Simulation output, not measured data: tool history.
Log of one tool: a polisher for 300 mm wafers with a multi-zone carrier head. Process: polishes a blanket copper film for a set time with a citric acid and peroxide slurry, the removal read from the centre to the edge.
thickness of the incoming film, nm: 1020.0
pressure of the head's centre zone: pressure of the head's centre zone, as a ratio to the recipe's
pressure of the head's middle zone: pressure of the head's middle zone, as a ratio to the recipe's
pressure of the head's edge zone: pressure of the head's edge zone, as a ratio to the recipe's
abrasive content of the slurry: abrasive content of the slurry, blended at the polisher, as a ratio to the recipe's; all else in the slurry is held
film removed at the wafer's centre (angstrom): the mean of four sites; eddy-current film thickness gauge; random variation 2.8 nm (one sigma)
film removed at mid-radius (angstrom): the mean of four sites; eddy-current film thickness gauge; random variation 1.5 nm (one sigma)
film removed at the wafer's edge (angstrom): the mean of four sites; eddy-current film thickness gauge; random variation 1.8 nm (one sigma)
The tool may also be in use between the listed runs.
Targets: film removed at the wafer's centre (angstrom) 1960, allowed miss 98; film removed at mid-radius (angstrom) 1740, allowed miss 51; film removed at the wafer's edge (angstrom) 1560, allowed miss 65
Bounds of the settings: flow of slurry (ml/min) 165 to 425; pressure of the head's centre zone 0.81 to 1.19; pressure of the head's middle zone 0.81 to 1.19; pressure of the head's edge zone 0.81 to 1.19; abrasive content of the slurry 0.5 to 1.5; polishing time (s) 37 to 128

| run | hour | flow of slurry (ml/min) | pressure of the head's centre zone | pressure of the head's middle zone | pressure of the head's edge zone | abrasive content of the slurry | polishing time (s) | film removed at the wafer's centre (angstrom) | film removed at mid-radius (angstrom) | film removed at the wafer's edge (angstrom) |
|---|---|---|---|---|---|---|---|---|---|---|
| 1 | 0 | 275 | 1 | 1 | 1 | 1 | 82 | 1838 | 1895.7 | 1832.2 |
| 2 | 7.4 | 275 | 0.94 | 1 | 1 | 1 | 82 | 1796.8 | 1872.3 | 1845.9 |
| 3 | 16.2 | 275 | 0.94 | 0.93 | 1 | 1 | 82 | 1790.5 | 1811.6 | 1841.5 |
| 4 | 23.3 | 275 | 0.96 | 0.93 | 0.98 | 1 | 82 | 1803.4 | 1805.5 | 1826 |
| 5 | 24.5 | 275 | 0.96 | 0.93 | 1.05 | 1 | 82 | 1738.1 | 1813.8 | 1905.2 |
| 6 | 29.7 | 275 | 0.97 | 0.93 | 1.02 | 1 | 82 | 1822.5 | 1816.3 | 1839.8 |
| 7 | 38.5 | 275 | 0.98 | 0.93 | 1 | 1 | 82 | 1852.1 | 1836.1 | 1866.5 |
| 8 | 45.9 | 275 | 0.99 | 0.93 | 0.98 | 0.95 | 82 | 1848.4 | 1803.7 | 1823.1 |
| 9 | 47.1 | 275 | 1 | 0.94 | 0.96 | 0.95 | 81 | 1846.3 | 1801.9 | 1743.1 |
| 10 | 55.2 | 265 | 1.09 | 0.92 | 0.86 | 0.85 | 80 | 1969.2 | 1723 | 1645.2 |

4 next moves are on the table. One of them brings every result within its allowed miss. Which?
| A | 63.3 | 275 | 1.07 | 0.87 | 0.89 | 0.85 | 83 | ? | ? | ? |
| B | 63.3 | 350 | 1.12 | 0.95 | 0.81 | 0.9 | 77 | ? | ? | ? |
| C | 63.3 | 240 | 1.15 | 0.9 | 0.91 | 0.9 | 82 | ? | ? | ? |
| D | 63.3 | 205 | 1.09 | 0.92 | 0.89 | 0.75 | 87 | ? | ? | ? |

| move | film removed at the wafer's centre (angstrom) | film removed at mid-radius (angstrom) | film removed at the wafer's edge (angstrom) |
|---|---|---|---|
| A | 1977.5 | 1726.3 | 1723.7 |
| B | 1990.4 | 1743.8 | 1579.5 |
| C | 2074.1 | 1727.9 | 1718.1 |
| D | 1964.4 | 1746.4 | 1707.4 |
A: further off than the last run
B: meets every target
C: further off than the last run
D: further off than the last run
The right move is B.
